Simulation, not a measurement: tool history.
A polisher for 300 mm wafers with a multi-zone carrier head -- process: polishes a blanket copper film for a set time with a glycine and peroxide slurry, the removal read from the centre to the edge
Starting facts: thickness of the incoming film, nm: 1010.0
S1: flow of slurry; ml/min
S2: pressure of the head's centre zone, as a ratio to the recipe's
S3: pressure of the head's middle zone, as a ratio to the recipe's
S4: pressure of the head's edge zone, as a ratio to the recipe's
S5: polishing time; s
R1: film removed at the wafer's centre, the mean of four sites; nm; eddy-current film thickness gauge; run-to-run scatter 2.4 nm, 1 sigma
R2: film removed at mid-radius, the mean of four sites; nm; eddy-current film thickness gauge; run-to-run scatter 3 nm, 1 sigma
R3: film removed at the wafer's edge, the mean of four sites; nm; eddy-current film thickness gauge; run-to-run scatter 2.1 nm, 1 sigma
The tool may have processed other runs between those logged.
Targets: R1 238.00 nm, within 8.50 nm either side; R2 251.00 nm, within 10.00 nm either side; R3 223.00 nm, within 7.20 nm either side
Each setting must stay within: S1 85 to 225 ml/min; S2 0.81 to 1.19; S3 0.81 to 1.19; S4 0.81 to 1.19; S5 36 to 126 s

Run 1, day 0.000: S1 145 ml/min, S2 1.00, S3 1.00, S4 1.00, S5 81 s. Result: R1 324.80 nm, R2 324.46 nm, R3 317.06 nm.
Run 2, day 0.058: S1 145 ml/min, S2 1.00, S3 1.00, S4 0.97, S5 77 s. Result: R1 305.72 nm, R2 296.09 nm, R3 302.55 nm.
Run 3, day 0.183: S1 145 ml/min, S2 1.00, S3 0.96, S4 0.97, S5 77 s. Result: R1 305.14 nm, R2 290.29 nm, R3 297.32 nm.
Run 4, day 0.358: S1 130 ml/min, S2 1.00, S3 0.96, S4 0.97, S5 77 s. Result: R1 300.53 nm, R2 284.18 nm, R3 299.33 nm.
Run 5, day 0.692: S1 130 ml/min, S2 1.00, S3 0.96, S4 0.97, S5 67 s. Result: R1 258.66 nm, R2 246.87 nm, R3 256.56 nm.
Run 6, day 1.050: S1 135 ml/min, S2 1.00, S3 0.99, S4 0.96, S5 65 s. Result: R1 257.09 nm, R2 251.02 nm, R3 248.15 nm.
Run 7, day 1.421: S1 105 ml/min, S2 0.98, S3 1.06, S4 0.86, S5 63 s. Result: R1 226.84 nm, R2 238.51 nm, R3 221.16 nm.
Run 8, day 1.625: S1 110 ml/min, S2 0.98, S3 1.06, S4 0.86, S5 63 s. Result: R1 228.06 nm, R2 239.52 nm, R3 219.86 nm.

Consider the 5 candidate settings below. Which is the only one whose results all fall within their allowed miss of target?
Run A, day 1.829: S1 105 ml/min, S2 0.95, S3 1.03, S4 0.89, S5 64 s. Result: R1 ?, R2 ?, R3 ?.
Run B, day 1.829: S1 115 ml/min, S2 0.87, S3 1.13, S4 0.91, S5 63 s. Result: R1 ?, R2 ?, R3 ?.
Run C, day 1.829: S1 105 ml/min, S2 1.02, S3 0.99, S4 0.83, S5 64 s. Result: R1 ?, R2 ?, R3 ?.
Run D, day 1.829: S1 125 ml/min, S2 0.97, S3 1.05, S4 0.81, S5 64 s. Result: R1 ?, R2 ?, R3 ?.
Run E, day 1.829: S1 90 ml/min, S2 0.94, S3 1.09, S4 0.89, S5 68 s. Result: R1 ?, R2 ?, R3 ?.

move      R1      R2      R3
   A  220.56  239.25  229.39
   B  208.46  262.11  232.17
   C  234.07  231.31  222.43
   D  237.74  255.75  227.69
   E  218.27  252.66  234.84
A: the biggest miss grows against the last run
B: the biggest miss grows against the last run
C: gets the furthest-off result to its target, but another result is out of tolerance
D: every result lands within tolerance
E: the biggest miss grows against the last run
D meets every target.
